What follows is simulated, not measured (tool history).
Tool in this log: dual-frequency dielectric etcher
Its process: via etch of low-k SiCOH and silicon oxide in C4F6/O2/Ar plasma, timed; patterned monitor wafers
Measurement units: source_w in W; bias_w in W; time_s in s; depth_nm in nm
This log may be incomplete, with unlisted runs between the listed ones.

run	hour	source_w	bias_w	time_s	depth_nm
1	0	440	218	92.5	286.89
2	8.2	440	218	92.5	284.41
3	10.8	470	218	92.5	289.07
4	12.6	470	183	92.5	275.45
5	18.7	470	215	92.5	289.69
6	19.3	440	208	92.5	282.64
7	22.8	420	196	92.5	269.38
8	26.4	400	193	92.5	266.23
9	29.5	390	190	92.5	263.09

For run 10, what comes out?
10	34.8	380	188	92.5	?

{"run 10": {"depth_nm": 260.67}}

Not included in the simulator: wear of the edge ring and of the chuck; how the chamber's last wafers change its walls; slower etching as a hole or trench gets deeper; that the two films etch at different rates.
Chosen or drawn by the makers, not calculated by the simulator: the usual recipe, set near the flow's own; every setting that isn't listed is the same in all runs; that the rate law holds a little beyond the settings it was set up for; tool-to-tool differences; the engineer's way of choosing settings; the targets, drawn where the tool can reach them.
